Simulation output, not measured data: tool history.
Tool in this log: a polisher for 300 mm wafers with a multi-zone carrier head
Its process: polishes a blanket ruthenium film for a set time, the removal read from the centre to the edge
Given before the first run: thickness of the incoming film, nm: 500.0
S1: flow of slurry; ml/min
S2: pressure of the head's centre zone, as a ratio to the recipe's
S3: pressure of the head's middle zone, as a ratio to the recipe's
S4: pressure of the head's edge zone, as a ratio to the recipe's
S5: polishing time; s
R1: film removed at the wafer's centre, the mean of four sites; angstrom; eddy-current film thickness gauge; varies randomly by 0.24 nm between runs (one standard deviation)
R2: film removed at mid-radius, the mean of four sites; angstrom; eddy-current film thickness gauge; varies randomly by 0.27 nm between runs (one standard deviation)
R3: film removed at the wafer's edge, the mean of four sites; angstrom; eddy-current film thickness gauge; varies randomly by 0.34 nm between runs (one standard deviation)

run	hour	S1	S2	S3	S4	S5	R1	R2	R3
1	0	210	1	1	1	75	495.46	498.51	483.59
2	6.2	210	1	1	1.04	75	486.52	494.01	489.48
3	7.2	205	0.97	1.02	0.99	67	428.04	452.3	431.15
4	13.8	245	0.97	1.02	0.99	67	433.8	463.24	429.07
5	22.5	215	0.97	1.02	0.99	67	436.93	453.88	419.86
6	27.3	245	0.97	1.02	0.99	67	440.74	459.84	436.26
7	31.6	225	0.93	1.02	0.94	63	396.68	429.76	395.76
8	40.5	225	0.91	1.03	0.91	59	365.63	402.32	365.25
9	42.4	220	0.89	1.04	0.88	57	340.53	393.76	336.27
10	47.5	205	0.88	1.04	0.87	57	332.63	393.48	347.3
11	50.3	210	0.88	1.04	0.86	56	330.18	382.71	335.89

Run 12 comes next. What will it give?
12	56.9	210	0.88	1.05	0.85	55	?	?	?

{"run 12": {"R1": 326.9, "R2": 377.13, "R3": 329.91}}

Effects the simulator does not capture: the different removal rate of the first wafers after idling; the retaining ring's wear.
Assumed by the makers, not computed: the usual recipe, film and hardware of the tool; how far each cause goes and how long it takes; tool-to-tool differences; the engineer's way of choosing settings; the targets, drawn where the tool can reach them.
